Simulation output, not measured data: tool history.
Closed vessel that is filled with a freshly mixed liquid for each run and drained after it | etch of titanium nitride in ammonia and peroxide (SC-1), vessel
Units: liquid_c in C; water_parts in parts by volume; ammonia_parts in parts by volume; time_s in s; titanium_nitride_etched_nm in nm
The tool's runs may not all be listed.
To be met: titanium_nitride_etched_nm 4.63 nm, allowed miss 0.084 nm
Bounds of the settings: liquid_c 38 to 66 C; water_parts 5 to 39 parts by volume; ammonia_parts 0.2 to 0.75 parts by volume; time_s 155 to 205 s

run  hour  liquid_c  water_parts  ammonia_parts  time_s  titanium_nitride_etched_nm
  1     0        50         21.5           0.45     205                      7.3354
  2   5.4        49         21.5           0.45     205                      6.8239
  3  12.4        49         21.5            0.6     205                      7.1989
  4  17.2        49         21.5           0.65     205                      7.3282
  5    24        49         17.5           0.65     205                       8.259
  6    29        49         17.5           0.75     205                      8.4386
  7  33.7      47.5         17.5           0.75     205                      7.5353
  8  40.2      46.5         17.5           0.75     205                      7.0271
  9  45.8      45.5         17.5           0.75     205                      6.5868
 10  50.9      39.5         17.5           0.75     205                      4.2308
 11  58.8        40         17.5           0.75     205                      4.3747

4 next moves are on the table. One of them brings every result within its allowed miss. Which?
  A  66.7      41.5         18.5           0.75     200                           ?
  B  66.7      41.5         19.5           0.65     200                           ?
  C  66.7        40         16.5           0.65     205                           ?
  D  66.7      40.5           18           0.75     200                           ?

move  titanium_nitride_etched_nm
   A                      4.6527
   B                       4.405
   C                      4.4302
   D                      4.3873
A: meets every target
B: nearer than the last run, and not there yet
C: nearer than the last run, and not there yet
D: as far off as the last run
The right move is A.
